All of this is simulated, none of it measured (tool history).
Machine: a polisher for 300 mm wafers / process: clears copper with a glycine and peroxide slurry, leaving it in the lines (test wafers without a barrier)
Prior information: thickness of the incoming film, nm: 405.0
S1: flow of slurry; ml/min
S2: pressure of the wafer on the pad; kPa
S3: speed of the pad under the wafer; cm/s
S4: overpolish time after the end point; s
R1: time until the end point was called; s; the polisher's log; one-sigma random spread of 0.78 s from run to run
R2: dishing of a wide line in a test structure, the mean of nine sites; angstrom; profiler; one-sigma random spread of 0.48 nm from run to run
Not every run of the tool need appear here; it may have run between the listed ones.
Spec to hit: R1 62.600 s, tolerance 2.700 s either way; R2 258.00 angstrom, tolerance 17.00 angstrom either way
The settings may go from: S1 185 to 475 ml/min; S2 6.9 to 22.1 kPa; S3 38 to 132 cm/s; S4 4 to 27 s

run  hour   S1    S2  S3  S4      R1      R2
  1   0.0  305  14.5  84  14  86.697  420.26
  2   6.0  240  14.5  84  14  88.667  404.31
  3   7.4  225  15.9  88  11  78.747  364.58
  4  13.8  215  16.5  90   9  76.166  306.42
  5  22.5  185  16.5  90   9  77.814  321.24
  6  26.7  185  16.5  90  11  76.746  365.15
  7  28.3  185  17.2  90   9  74.017  323.40
  8  30.6  190  17.9  90   8  72.489  296.44
  9  32.2  190  18.6  90   7  71.216  271.12
 10  37.5  190  19.3  90   7  68.493  282.26
 11  42.8  190  20.0  90   7  66.997  281.77
 12  44.8  190  20.0  90   7  66.781  276.92
 13  48.9  190  20.7  90   7  63.125  288.93

Next run, 5 choices. One meets every target within its allowed miss, the rest don't. Which?
  A  53.0  190  22.1  86   7   ?   ?
  B  53.0  205  22.1  86   6   ?   ?
  C  53.0  215  22.1  86   7   ?   ?
  D  53.0  185  21.4  88   8   ?   ?
  E  53.0  190  20.7  92   7   ?   ?

move      R1      R2
   A  63.478  296.69
   B  62.852  260.29
   C  62.484  300.94
   D  64.170  330.82
   E  63.326  296.73
A: lands further from the targets than the last run did
B: all results in spec
C: lands further from the targets than the last run did
D: lands further from the targets than the last run did
E: lands further from the targets than the last run did
Move B is the one to make.

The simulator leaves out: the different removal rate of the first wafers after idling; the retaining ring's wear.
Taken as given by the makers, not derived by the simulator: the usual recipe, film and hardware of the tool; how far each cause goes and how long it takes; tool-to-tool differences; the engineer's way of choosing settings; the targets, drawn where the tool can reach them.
